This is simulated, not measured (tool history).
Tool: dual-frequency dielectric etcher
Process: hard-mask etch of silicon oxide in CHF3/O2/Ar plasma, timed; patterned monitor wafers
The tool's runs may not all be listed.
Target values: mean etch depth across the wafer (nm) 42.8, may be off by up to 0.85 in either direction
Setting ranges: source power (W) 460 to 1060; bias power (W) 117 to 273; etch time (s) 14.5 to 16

run	hour	source power (W)	bias power (W)	etch time (s)	mean etch depth across the wafer (nm)
1	0	760	195	16	37.817
2	1.4	780	196	16	38.032
3	2.6	910	196	16	40.476
4	4.3	910	196	14.5	36.444
5	7.8	920	203	14.5	36.965
6	9.6	930	208	14.5	37.342
7	14.8	940	213	14.5	37.854
8	21.9	950	218	14.5	38.674
9	25.3	960	222	14.5	38.546
10	34	1050	261	15	43.806

Of the 4 settings listed for the next run, only one would bring every result within its allowed miss of target. Which one?
A	42.7	990	255	14.5	?
B	42.7	1060	241	16	?
C	42.7	950	270	14.5	?
D	42.7	1030	273	14.5	?

move	mean etch depth across the wafer (nm)
A	41.12
B	45.72
C	41.265
D	42.746
A: the result that was furthest off in the last run now lies on the other side of its target
B: misses by more than the last run did
C: the result that was furthest off in the last run now lies on the other side of its target
D: meets every target
Go with D: it meets all targets.

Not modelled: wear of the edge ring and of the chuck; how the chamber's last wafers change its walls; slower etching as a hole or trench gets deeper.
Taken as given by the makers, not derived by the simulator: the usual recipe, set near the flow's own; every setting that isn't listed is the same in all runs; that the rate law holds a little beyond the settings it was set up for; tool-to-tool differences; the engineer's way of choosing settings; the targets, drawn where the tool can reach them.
